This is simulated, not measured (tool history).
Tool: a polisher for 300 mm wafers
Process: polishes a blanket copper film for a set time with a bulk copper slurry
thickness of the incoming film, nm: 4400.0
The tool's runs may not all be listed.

| run | hour | flow of slurry (ml/min) | pressure of the wafer on the pad (psi) | speed of the pad under the wafer (cm/s) | abrasive content of the slurry | polishing time (s) | film removed (angstrom) |
|---|---|---|---|---|---|---|---|
| 1 | 0.0 | 165 | 1.8 | 116 | 1.0 | 115 | 6876.6 |
| 2 | 6.7 | 170 | 2.1 | 118 | 1.0 | 115 | 7873.3 |
| 3 | 8.2 | 170 | 2.1 | 118 | 1.0 | 120 | 8027.0 |
| 4 | 10.8 | 170 | 2.1 | 118 | 0.9 | 120 | 8110.2 |
| 5 | 17.8 | 170 | 2.1 | 90 | 0.9 | 120 | 6204.4 |
| 6 | 26.7 | 170 | 2.1 | 90 | 0.8 | 120 | 5814.2 |
| 7 | 28.1 | 170 | 2.3 | 104 | 0.8 | 120 | 7382.6 |
| 8 | 30.1 | 170 | 2.4 | 114 | 0.8 | 120 | 8349.7 |
| 9 | 38.0 | 170 | 2.4 | 114 | 0.8 | 120 | 8278.5 |
| 10 | 39.4 | 175 | 2.5 | 122 | 0.8 | 120 | 9390.2 |
| 11 | 45.5 | 175 | 2.6 | 128 | 0.8 | 120 | 10007.0 |

Run 12 comes next. What will it give?
| 12 | 46.2 | 175 | 2.7 | 134 | 0.8 | 120 | ? |

Run 12 gave film removed (angstrom) 11040.0.
